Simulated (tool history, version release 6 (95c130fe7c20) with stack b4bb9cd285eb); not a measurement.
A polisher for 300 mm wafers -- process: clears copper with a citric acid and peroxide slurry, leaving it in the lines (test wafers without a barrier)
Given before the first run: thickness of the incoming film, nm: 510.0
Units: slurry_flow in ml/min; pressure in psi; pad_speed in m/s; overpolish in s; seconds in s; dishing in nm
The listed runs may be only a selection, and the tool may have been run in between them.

run 1 hour=0.0 | slurry_flow=150 pressure=3.7 pad_speed=1.36 slurry_solids=1.00 overpolish=21 | seconds=166.14 dishing=52.199
run 2 hour=6.1 | slurry_flow=150 pressure=3.7 pad_speed=1.36 slurry_solids=1.15 overpolish=21 | seconds=159.86 dishing=51.598
run 3 hour=8.6 | slurry_flow=150 pressure=3.7 pad_speed=1.36 slurry_solids=1.15 overpolish=28 | seconds=158.47 dishing=65.350
run 4 hour=12.2 | slurry_flow=145 pressure=3.4 pad_speed=1.36 slurry_solids=1.15 overpolish=29 | seconds=174.75 dishing=63.136
run 5 hour=20.2 | slurry_flow=125 pressure=3.4 pad_speed=1.36 slurry_solids=1.15 overpolish=29 | seconds=175.58 dishing=61.450
run 6 hour=25.8 | slurry_flow=125 pressure=3.4 pad_speed=1.36 slurry_solids=1.15 overpolish=35 | seconds=173.88 dishing=72.911
run 7 hour=27.7 | slurry_flow=125 pressure=3.2 pad_speed=1.36 slurry_solids=1.15 overpolish=35 | seconds=190.33 dishing=67.546
run 8 hour=31.7 | slurry_flow=125 pressure=3.0 pad_speed=1.36 slurry_solids=1.15 overpolish=35 | seconds=198.62 dishing=65.170

Run 9 is up next; what results do you expect?
run 9 hour=35.3 | slurry_flow=125 pressure=2.8 pad_speed=1.36 slurry_solids=1.15 overpolish=35 | seconds=? dishing=?

seconds: 212.03 s
dishing: 59.958 nm
